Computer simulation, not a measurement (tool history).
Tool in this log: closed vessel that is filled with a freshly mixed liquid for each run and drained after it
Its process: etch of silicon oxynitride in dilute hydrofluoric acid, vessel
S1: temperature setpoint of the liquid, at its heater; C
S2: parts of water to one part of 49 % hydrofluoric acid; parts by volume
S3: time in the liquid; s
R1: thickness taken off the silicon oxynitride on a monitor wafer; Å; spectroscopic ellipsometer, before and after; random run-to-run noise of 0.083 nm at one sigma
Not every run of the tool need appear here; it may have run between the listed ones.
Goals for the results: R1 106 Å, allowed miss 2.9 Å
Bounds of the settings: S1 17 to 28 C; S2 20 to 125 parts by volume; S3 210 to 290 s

Run 1, hour 0: S1 20 C, S2 70 parts by volume, S3 290 s. Result: R1 72.837 Å.
Run 2, hour 4.3: S1 20 C, S2 70 parts by volume, S3 290 s. Result: R1 73.455 Å.
Run 3, hour 13.1: S1 20 C, S2 90 parts by volume, S3 290 s. Result: R1 56.005 Å.
Run 4, hour 18.8: S1 21 C, S2 90 parts by volume, S3 290 s. Result: R1 59.74 Å.
Run 5, hour 27.4: S1 21.5 C, S2 90 parts by volume, S3 290 s. Result: R1 60.624 Å.
Run 6, hour 36: S1 22 C, S2 90 parts by volume, S3 290 s. Result: R1 61.577 Å.
Run 7, hour 43.9: S1 22.5 C, S2 90 parts by volume, S3 290 s. Result: R1 62.559 Å.
Run 8, hour 49.2: S1 23 C, S2 85 parts by volume, S3 290 s. Result: R1 69.635 Å.
Run 9, hour 52.2: S1 23.5 C, S2 85 parts by volume, S3 290 s. Result: R1 70.117 Å.
Run 10, hour 59.7: S1 24 C, S2 85 parts by volume, S3 290 s. Result: R1 72.866 Å.

Next run, 5 choices. One meets every target within its allowed miss, the rest don't. Which?
Run A, hour 67.2: S1 23.5 C, S2 70 parts by volume, S3 275 s. Result: R1 ?.
Run B, hour 67.2: S1 19.5 C, S2 85 parts by volume, S3 210 s. Result: R1 ?.
Run C, hour 67.2: S1 20 C, S2 80 parts by volume, S3 210 s. Result: R1 ?.
Run D, hour 67.2: S1 22.5 C, S2 60 parts by volume, S3 275 s. Result: R1 ?.
Run E, hour 67.2: S1 25 C, S2 60 parts by volume, S3 280 s. Result: R1 ?.

move      R1
   A  81.743
   B  41.782
   C   45.67
   D  91.575
   E  105.28
A: better than the last run, though not everything is in spec
B: further off than the last run
C: further off than the last run
D: better than the last run, though not everything is in spec
E: in spec on every target
Go with E: it meets all targets.
